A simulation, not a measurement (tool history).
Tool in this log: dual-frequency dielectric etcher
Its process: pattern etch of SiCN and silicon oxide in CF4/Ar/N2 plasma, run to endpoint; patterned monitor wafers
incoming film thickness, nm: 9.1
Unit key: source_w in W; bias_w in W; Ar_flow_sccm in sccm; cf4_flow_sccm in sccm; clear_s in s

{"run": 1, "hour": 0.0, "source_w": 590, "bias_w": 53, "Ar_flow_sccm": 71, "cf4_flow_sccm": 44, "clear_s": 8.4915}
{"run": 2, "hour": 6.5, "source_w": 590, "bias_w": 48, "Ar_flow_sccm": 71, "cf4_flow_sccm": 44, "clear_s": 8.8928}
{"run": 3, "hour": 11.9, "source_w": 620, "bias_w": 48, "Ar_flow_sccm": 71, "cf4_flow_sccm": 44, "clear_s": 8.4974}
{"run": 4, "hour": 15.0, "source_w": 620, "bias_w": 40, "Ar_flow_sccm": 71, "cf4_flow_sccm": 44, "clear_s": 9.0172}
{"run": 5, "hour": 23.2, "source_w": 700, "bias_w": 40, "Ar_flow_sccm": 71, "cf4_flow_sccm": 44, "clear_s": 8.1863}
{"run": 6, "hour": 30.0, "source_w": 640, "bias_w": 40, "Ar_flow_sccm": 71, "cf4_flow_sccm": 44, "clear_s": 8.7313}
{"run": 7, "hour": 32.7, "source_w": 670, "bias_w": 41, "Ar_flow_sccm": 71, "cf4_flow_sccm": 44, "clear_s": 8.4241}
{"run": 8, "hour": 39.5, "source_w": 690, "bias_w": 41, "Ar_flow_sccm": 71, "cf4_flow_sccm": 44, "clear_s": 8.0666}
{"run": 9, "hour": 47.6, "source_w": 710, "bias_w": 41, "Ar_flow_sccm": 71, "cf4_flow_sccm": 44, "clear_s": 7.9767}
{"run": 10, "hour": 55.0, "source_w": 730, "bias_w": 41, "Ar_flow_sccm": 71, "cf4_flow_sccm": 44, "clear_s": 7.7414}
{"run": 11, "hour": 58.9, "source_w": 740, "bias_w": 41, "Ar_flow_sccm": 71, "cf4_flow_sccm": 44, "clear_s": 7.6488}
{"hour": 64.5, "done": "bias power generator calibrated"}
{"run": 12, "hour": 64.5, "source_w": 750, "bias_w": 41, "Ar_flow_sccm": 71, "cf4_flow_sccm": 44, "clear_s": 7.5288}
{"run": 13, "hour": 65.2, "source_w": 760, "bias_w": 41, "Ar_flow_sccm": 71, "cf4_flow_sccm": 44, "clear_s": 7.4573}

The next listed run, before its measurement:
{"run": 14, "hour": 70.2, "source_w": 770, "bias_w": 41, "Ar_flow_sccm": 71, "cf4_flow_sccm": 44, "clear_s": "?"}

{"run 14": {"clear_s": 7.3679}}
